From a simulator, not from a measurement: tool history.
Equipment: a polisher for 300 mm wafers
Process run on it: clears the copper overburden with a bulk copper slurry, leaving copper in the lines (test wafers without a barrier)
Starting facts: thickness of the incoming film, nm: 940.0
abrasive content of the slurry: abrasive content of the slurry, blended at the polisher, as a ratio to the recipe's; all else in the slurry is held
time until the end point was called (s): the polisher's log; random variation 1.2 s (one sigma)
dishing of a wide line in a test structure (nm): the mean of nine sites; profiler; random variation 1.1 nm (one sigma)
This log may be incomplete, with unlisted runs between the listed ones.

run,hour,flow of slurry (ml/min),pressure of the wafer on the pad (psi),speed of the pad under the wafer (cm/s),abrasive content of the slurry,overpolish time after the end point (s),time until the end point was called (s),dishing of a wide line in a test structure (nm)
1,0.0,245,3.1,90,1.0,30,95.505,56.639
2,5.4,245,3.3,90,1.0,29,96.983,57.501
3,11.0,245,2.7,90,1.0,29,106.390,54.798
4,12.9,245,2.9,92,1.0,28,100.600,55.790
5,16.0,300,2.9,92,1.0,28,101.300,55.827
6,21.0,300,2.3,92,1.0,28,115.670,55.969
7,27.9,300,2.3,92,1.0,28,113.330,55.020
8,36.5,300,2.5,94,1.0,28,104.200,57.570
9,41.8,300,2.5,94,1.0,28,108.920,58.052

Run 10 has not been measured yet. What should we expect?
10,44.5,295,2.8,96,1.0,27,?,?

time until the end point was called (s): 99.771
dishing of a wide line in a test structure (nm): 56.910
